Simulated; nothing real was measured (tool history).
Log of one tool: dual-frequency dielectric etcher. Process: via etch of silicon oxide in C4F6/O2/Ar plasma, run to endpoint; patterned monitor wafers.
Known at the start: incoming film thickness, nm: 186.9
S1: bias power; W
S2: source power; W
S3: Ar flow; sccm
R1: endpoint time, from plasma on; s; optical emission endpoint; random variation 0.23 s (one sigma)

run    day   S1   S2   S3      R1
  1      0  605  310  408  43.078
  2  0.271  673  330  401  40.078
  3  0.571  673  290  401  41.862
  4  0.712  725  310  393  39.901
  5  1.054  725  350  393   38.43
  6  1.083  794  350  393  37.637
  7  1.317  811  370  384  35.822

Run 8 comes next. What will it give?
  8  1.521  820  370  382   ?

Run 8 gave R1 36.092 s.
